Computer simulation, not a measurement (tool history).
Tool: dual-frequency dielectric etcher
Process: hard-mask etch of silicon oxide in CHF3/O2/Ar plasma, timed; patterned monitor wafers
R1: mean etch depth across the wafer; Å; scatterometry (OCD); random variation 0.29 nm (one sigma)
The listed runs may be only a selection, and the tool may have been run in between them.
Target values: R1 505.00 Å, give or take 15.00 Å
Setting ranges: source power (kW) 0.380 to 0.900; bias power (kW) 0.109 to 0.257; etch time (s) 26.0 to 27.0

run 1 hour=0.0 | source_power_(kW)=0.640 bias_power_(kW)=0.183 etch_time_(s)=26.0 | R1=576.84
run 2 hour=6.3 | source_power_(kW)=0.610 bias_power_(kW)=0.179 etch_time_(s)=26.0 | R1=565.01
run 3 hour=9.4 | source_power_(kW)=0.590 bias_power_(kW)=0.175 etch_time_(s)=26.0 | R1=552.96
run 4 hour=13.9 | source_power_(kW)=0.570 bias_power_(kW)=0.172 etch_time_(s)=26.0 | R1=550.16
run 5 hour=22.1 | source_power_(kW)=0.550 bias_power_(kW)=0.168 etch_time_(s)=26.0 | R1=539.64
run 6 hour=27.7 | source_power_(kW)=0.530 bias_power_(kW)=0.165 etch_time_(s)=26.0 | R1=531.15
run 7 hour=30.5 | source_power_(kW)=0.520 bias_power_(kW)=0.163 etch_time_(s)=26.0 | R1=527.89
run 8 hour=36.5 | source_power_(kW)=0.510 bias_power_(kW)=0.161 etch_time_(s)=26.0 | R1=519.58

Pick the move, out of 5, that brings all results within their allowed miss; only one does.
run A hour=42.5 | source_power_(kW)=0.500 bias_power_(kW)=0.166 etch_time_(s)=26.5 | R1=?
run B hour=42.5 | source_power_(kW)=0.470 bias_power_(kW)=0.174 etch_time_(s)=26.5 | R1=?
run C hour=42.5 | source_power_(kW)=0.510 bias_power_(kW)=0.163 etch_time_(s)=27.0 | R1=?
run D hour=42.5 | source_power_(kW)=0.460 bias_power_(kW)=0.167 etch_time_(s)=26.0 | R1=?
run E hour=42.5 | source_power_(kW)=0.520 bias_power_(kW)=0.158 etch_time_(s)=27.0 | R1=?

move=A R1=536.43
move=B R1=535.11
move=C R1=546.53
move=D R1=515.38
move=E R1=544.35
A: the biggest miss grows against the last run
B: the biggest miss grows against the last run
C: the biggest miss grows against the last run
D: each result inside its tolerance
E: the biggest miss grows against the last run
Answer: D

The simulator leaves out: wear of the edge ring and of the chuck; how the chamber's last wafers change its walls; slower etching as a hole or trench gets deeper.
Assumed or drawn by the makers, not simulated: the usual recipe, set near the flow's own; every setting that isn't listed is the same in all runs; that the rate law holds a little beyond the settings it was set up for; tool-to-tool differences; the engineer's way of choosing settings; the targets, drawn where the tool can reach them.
